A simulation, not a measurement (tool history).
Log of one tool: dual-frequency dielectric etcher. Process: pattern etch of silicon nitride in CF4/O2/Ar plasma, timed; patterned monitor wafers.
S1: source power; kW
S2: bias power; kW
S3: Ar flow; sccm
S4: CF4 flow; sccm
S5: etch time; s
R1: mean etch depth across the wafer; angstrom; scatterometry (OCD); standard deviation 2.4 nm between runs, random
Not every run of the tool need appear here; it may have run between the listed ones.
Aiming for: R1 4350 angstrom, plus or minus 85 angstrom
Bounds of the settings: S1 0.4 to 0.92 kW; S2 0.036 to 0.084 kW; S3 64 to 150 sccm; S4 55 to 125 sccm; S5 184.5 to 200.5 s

run,hour,S1,S2,S3,S4,S5,R1
1,0,0.66,0.06,107,90,200.5,5424.9
2,6.6,0.66,0.06,98,90,200.5,5512.9
3,11.2,0.73,0.06,98,90,200.5,5949.1
4,14.9,0.73,0.06,98,84,200.5,5825.5
5,15.6,0.73,0.06,98,94,200.5,5945.4
6,22.9,0.64,0.059,98,94,200.5,5377
7,30.5,0.58,0.058,98,94,200.5,4947.6
8,35.4,0.58,0.058,98,94,200.5,5021.2
9,41.1,0.54,0.058,98,94,200.5,4723.9
10,46.5,0.52,0.058,98,94,200.5,4659.6
11,47.2,0.5,0.058,98,94,200.5,4510.5

Of the 5 settings listed for the next run, only one would bring every result within its allowed miss of target. Which one?
A,47.9,0.5,0.048,85,103,190.5,?
B,47.9,0.46,0.063,70,70,188.5,?
C,47.9,0.45,0.058,94,96,194,?
D,47.9,0.45,0.063,89,98,187.5,?
E,47.9,0.52,0.06,110,106,184.5,?

move,R1
A,4156.7
B,4131.2
C,4090.5
D,4124.7
E,4314.8
A: takes the result that was furthest off past its target
B: takes the result that was furthest off past its target
C: takes the result that was furthest off past its target
D: takes the result that was furthest off past its target
E: in spec on every target
Correct choice: E, which meets every target
